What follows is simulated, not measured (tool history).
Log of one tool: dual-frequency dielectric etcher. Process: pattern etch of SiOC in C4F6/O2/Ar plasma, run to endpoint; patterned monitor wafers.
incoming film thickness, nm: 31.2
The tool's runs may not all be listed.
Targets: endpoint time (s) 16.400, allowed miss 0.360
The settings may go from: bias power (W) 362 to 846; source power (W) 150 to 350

run,hour,bias power (W),source power (W),endpoint time (s)
1,0.0,604,250,12.087
2,1.3,571,240,12.525
3,6.2,542,230,13.029
4,9.2,542,260,12.364
5,17.7,517,250,12.738
6,22.9,496,240,13.213
7,26.9,478,230,13.762
8,32.8,462,220,14.292
9,34.0,449,220,14.433
10,42.3,437,220,14.525
11,49.4,427,220,14.780
12,50.7,418,220,14.702
13,57.3,410,220,14.797
14,66.0,403,220,14.865
15,68.4,397,220,14.896
16,77.1,392,220,15.021
17,80.6,362,170,18.083
18,85.3,378,170,17.698
19,90.4,480,180,15.947
20,97.9,475,180,15.839
21,102.1,470,180,15.888
22,108.0,465,180,15.753
23,117.0,459,180,15.938

4 next moves are on the table. One of them brings every result within its allowed miss. Which?
A,126.0,415,170,?
B,126.0,491,180,?
C,126.0,398,190,?
D,126.0,460,160,?

move,endpoint time (s)
A,17.030
B,15.492
C,16.145
D,17.262
A: takes the result that was furthest off past its target
B: further off than the last run
C: meets every target
D: takes the result that was furthest off past its target
The right move is C.
